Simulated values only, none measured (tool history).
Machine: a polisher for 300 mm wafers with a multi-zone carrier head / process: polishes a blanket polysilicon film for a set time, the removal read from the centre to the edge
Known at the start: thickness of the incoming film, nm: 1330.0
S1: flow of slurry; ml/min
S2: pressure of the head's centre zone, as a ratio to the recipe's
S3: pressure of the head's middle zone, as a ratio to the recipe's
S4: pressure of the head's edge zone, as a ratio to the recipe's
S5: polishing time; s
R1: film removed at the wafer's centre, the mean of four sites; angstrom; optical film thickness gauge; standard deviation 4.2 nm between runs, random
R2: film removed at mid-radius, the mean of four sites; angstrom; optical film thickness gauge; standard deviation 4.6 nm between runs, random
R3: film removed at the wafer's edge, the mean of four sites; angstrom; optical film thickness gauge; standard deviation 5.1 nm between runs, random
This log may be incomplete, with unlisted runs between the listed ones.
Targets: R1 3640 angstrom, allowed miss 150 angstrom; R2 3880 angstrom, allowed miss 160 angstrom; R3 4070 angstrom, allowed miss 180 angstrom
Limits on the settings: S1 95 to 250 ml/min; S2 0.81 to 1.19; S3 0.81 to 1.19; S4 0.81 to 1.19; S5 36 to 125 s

Run 1, day 0: S1 160 ml/min, S2 1, S3 1, S4 1, S5 80 s. Result: R1 4603.2 angstrom, R2 4500.8 angstrom, R3 4696 angstrom.
Run 2, day 0.288: S1 155 ml/min, S2 0.98, S3 0.99, S4 0.98, S5 79 s. Result: R1 4437.8 angstrom, R2 4365.2 angstrom, R3 4582.7 angstrom.
Run 3, day 0.371: S1 155 ml/min, S2 0.98, S3 1.06, S4 0.98, S5 79 s. Result: R1 4360.1 angstrom, R2 4635.5 angstrom, R3 4586.6 angstrom.
Run 4, day 0.438: S1 185 ml/min, S2 0.98, S3 1.06, S4 0.98, S5 79 s. Result: R1 4524.1 angstrom, R2 4943.8 angstrom, R3 4615.1 angstrom.
Run 5, day 0.621: S1 185 ml/min, S2 0.98, S3 1.13, S4 0.98, S5 79 s. Result: R1 4479 angstrom, R2 5133 angstrom, R3 4490.9 angstrom.
Run 6, day 0.95: S1 185 ml/min, S2 0.98, S3 1.13, S4 1.01, S5 79 s. Result: R1 4513.7 angstrom, R2 5046.8 angstrom, R3 4692 angstrom.
Run 7, day 1.175: S1 175 ml/min, S2 0.97, S3 1.1, S4 1, S5 77 s. Result: R1 4332.2 angstrom, R2 4780.5 angstrom, R3 4533.3 angstrom.
Run 8, day 1.308: S1 165 ml/min, S2 0.96, S3 1.08, S4 0.99, S5 76 s. Result: R1 4195 angstrom, R2 4630.4 angstrom, R3 4472.2 angstrom.
Run 9, day 1.471: S1 155 ml/min, S2 0.95, S3 1.06, S4 0.98, S5 75 s. Result: R1 3945.1 angstrom, R2 4430.7 angstrom, R3 4312.4 angstrom.
Run 10, day 1.571: S1 145 ml/min, S2 0.95, S3 1.05, S4 0.98, S5 74 s. Result: R1 3957 angstrom, R2 4328.6 angstrom, R3 4190.3 angstrom.
Run 11, day 1.8: S1 140 ml/min, S2 0.94, S3 1.04, S4 0.98, S5 74 s. Result: R1 3863.9 angstrom, R2 4303.3 angstrom, R3 4148.7 angstrom.
Run 12, day 2.171: S1 135 ml/min, S2 0.94, S3 1.03, S4 0.99, S5 74 s. Result: R1 3791.6 angstrom, R2 4145.9 angstrom, R3 4223.9 angstrom.
Run 13, day 2.296: S1 130 ml/min, S2 0.94, S3 1.02, S4 0.99, S5 74 s. Result: R1 3811.6 angstrom, R2 4184.1 angstrom, R3 4195.2 angstrom.

Consider the 4 candidate settings below. Which is the only one whose results all fall within their allowed miss of target?
Run A, day 2.421: S1 175 ml/min, S2 0.81, S3 1.04, S4 0.97, S5 70 s. Result: R1 ?, R2 ?, R3 ?.
Run B, day 2.421: S1 95 ml/min, S2 0.96, S3 1.12, S4 1.01, S5 75 s. Result: R1 ?, R2 ?, R3 ?.
Run C, day 2.421: S1 130 ml/min, S2 0.82, S3 1.05, S4 0.97, S5 73 s. Result: R1 ?, R2 ?, R3 ?.
Run D, day 2.421: S1 215 ml/min, S2 0.91, S3 1.01, S4 1.03, S5 66 s. Result: R1 ?, R2 ?, R3 ?.

move      R1      R2      R3
   A  3267.4  4034.2  4092.7
   B    3624  4079.6  4101.4
   C  3254.8  4028.6  4113.1
   D  3578.1  3816.9    4054
A: brings the last run's worst result on target, with another outside its allowed miss
B: nearer the targets than the last run, but a result is still out of spec
C: brings the last run's worst result on target, with another outside its allowed miss
D: all results in spec
The right move is D.
